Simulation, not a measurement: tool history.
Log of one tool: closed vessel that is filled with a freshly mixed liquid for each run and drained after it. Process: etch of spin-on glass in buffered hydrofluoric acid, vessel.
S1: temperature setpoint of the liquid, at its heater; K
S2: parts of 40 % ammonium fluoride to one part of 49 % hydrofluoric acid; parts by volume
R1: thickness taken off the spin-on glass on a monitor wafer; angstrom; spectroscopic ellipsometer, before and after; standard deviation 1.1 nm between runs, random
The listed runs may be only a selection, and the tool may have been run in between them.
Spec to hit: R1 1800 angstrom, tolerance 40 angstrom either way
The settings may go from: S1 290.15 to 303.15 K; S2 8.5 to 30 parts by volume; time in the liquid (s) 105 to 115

Run 1, day 0: S1 295.15 K, S2 23 parts by volume, time in the liquid (s) 105. Result: R1 1280 angstrom.
Run 2, day 0.229: S1 295.15 K, S2 19.5 parts by volume, time in the liquid (s) 105. Result: R1 1458.4 angstrom.
Run 3, day 0.358: S1 293.65 K, S2 19.5 parts by volume, time in the liquid (s) 105. Result: R1 1329.3 angstrom.
Run 4, day 0.45: S1 293.65 K, S2 19.5 parts by volume, time in the liquid (s) 115. Result: R1 1449.6 angstrom.
Run 5, day 0.8: S1 293.65 K, S2 19.5 parts by volume, time in the liquid (s) 115. Result: R1 1460.2 angstrom.
Run 6, day 1.138: S1 293.65 K, S2 14 parts by volume, time in the liquid (s) 115. Result: R1 2031 angstrom.
Run 7, day 1.225: S1 293.15 K, S2 14 parts by volume, time in the liquid (s) 115. Result: R1 1973.5 angstrom.
Run 8, day 1.258: S1 292.65 K, S2 14 parts by volume, time in the liquid (s) 115. Result: R1 1915.1 angstrom.
Run 9, day 1.338: S1 292.15 K, S2 14 parts by volume, time in the liquid (s) 115. Result: R1 1850.1 angstrom.

Of the 4 settings listed for the next run, only one would bring every result within its allowed miss of target. Which one?
Run A, day 1.417: S1 293.15 K, S2 14 parts by volume, time in the liquid (s) 115. Result: R1 ?.
Run B, day 1.417: S1 290.65 K, S2 12 parts by volume, time in the liquid (s) 105. Result: R1 ?.
Run C, day 1.417: S1 292.65 K, S2 14 parts by volume, time in the liquid (s) 115. Result: R1 ?.
Run D, day 1.417: S1 290.15 K, S2 11 parts by volume, time in the liquid (s) 105. Result: R1 ?.

move      R1
   A  1955.1
   B  1802.9
   C    1901
   D  1907.7
A: moves away from the targets compared with the last run
B: each result inside its tolerance
C: moves away from the targets compared with the last run
D: moves away from the targets compared with the last run
The right move is B.
